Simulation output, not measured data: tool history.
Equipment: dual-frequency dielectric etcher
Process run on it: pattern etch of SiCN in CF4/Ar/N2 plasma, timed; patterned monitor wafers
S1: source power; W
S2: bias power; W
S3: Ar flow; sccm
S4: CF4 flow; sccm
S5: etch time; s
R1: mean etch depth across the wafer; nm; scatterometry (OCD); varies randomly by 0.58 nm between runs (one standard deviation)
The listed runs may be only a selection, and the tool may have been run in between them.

{"run": 1, "hour": 0.0, "S1": 590, "S2": 78, "S3": 72, "S4": 66, "S5": 126, "R1": 142.37}
{"run": 2, "hour": 5.3, "S1": 590, "S2": 78, "S3": 77, "S4": 66, "S5": 126, "R1": 141.56}
{"run": 3, "hour": 7.3, "S1": 580, "S2": 78, "S3": 77, "S4": 66, "S5": 126, "R1": 139.67}
{"run": 4, "hour": 11.9, "S1": 580, "S2": 78, "S3": 77, "S4": 66, "S5": 126, "R1": 138.22}
{"run": 5, "hour": 19.5, "S1": 580, "S2": 78, "S3": 77, "S4": 61, "S5": 126, "R1": 137}
{"run": 6, "hour": 21.9, "S1": 580, "S2": 78, "S3": 77, "S4": 67, "S5": 126, "R1": 139.49}
{"run": 7, "hour": 29.9, "S1": 570, "S2": 78, "S3": 77, "S4": 67, "S5": 126, "R1": 137}
{"run": 8, "hour": 31.1, "S1": 560, "S2": 78, "S3": 77, "S4": 67, "S5": 126, "R1": 134.84}

Forecast run 9:
{"run": 9, "hour": 40.0, "S1": 550, "S2": 78, "S3": 77, "S4": 67, "S5": 126, "R1": "?"}

R1: 131.62 nm
